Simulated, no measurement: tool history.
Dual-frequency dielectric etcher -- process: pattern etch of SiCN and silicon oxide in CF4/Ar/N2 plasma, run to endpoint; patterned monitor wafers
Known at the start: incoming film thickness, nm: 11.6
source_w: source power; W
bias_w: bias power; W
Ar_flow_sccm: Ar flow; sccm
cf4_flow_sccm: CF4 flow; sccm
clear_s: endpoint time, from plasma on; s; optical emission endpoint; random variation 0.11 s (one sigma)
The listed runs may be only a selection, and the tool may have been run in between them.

run	hour	source_w	bias_w	Ar_flow_sccm	cf4_flow_sccm	clear_s
1	0	340	74	130	62	17.663
2	1.7	370	74	130	62	15.98
3	8.7	380	74	130	62	15.781
4	12.8	380	68	130	62	16.176
5	15.6	380	68	130	68	15.963
6	16.2	390	68	130	68	15.701
7	22.2	400	68	130	68	15.27

Run 8, settings as shown, results not yet in. Your forecast:
8	26.1	410	68	130	68	?

Run 8 yielded clear_s 14.929 s.
